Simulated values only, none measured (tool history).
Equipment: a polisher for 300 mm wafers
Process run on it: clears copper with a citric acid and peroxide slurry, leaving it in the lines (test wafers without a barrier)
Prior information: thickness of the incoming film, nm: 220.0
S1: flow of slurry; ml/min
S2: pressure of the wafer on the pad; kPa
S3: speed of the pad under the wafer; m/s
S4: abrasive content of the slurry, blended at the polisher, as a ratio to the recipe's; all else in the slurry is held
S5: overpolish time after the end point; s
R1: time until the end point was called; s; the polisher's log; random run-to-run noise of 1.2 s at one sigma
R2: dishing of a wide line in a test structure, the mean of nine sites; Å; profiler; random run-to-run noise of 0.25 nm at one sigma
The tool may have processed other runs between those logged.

run    day   S1    S2    S3   S4  S5      R1      R2
  1  0.000  250  20.7  0.84  1.0  13  120.60  174.14
  2  0.029  245  20.0  0.84  1.0  13  122.49  175.10
  3  0.058  245  19.3  0.84  1.0  13  124.93  166.50
  4  0.188  245  22.1  0.84  1.0  13  114.10  183.81
  5  0.242  245  21.4  0.84  1.0  13  117.64  179.64
  6  0.529  245  25.5  0.84  1.0  13  102.92  202.33

Estimate the outcome of run 7 from the log above:
  7  0.833  245  24.1  0.84  1.0  13   ?   ?

{"run 7": {"R1": 108.08, "R2": 201.43}}
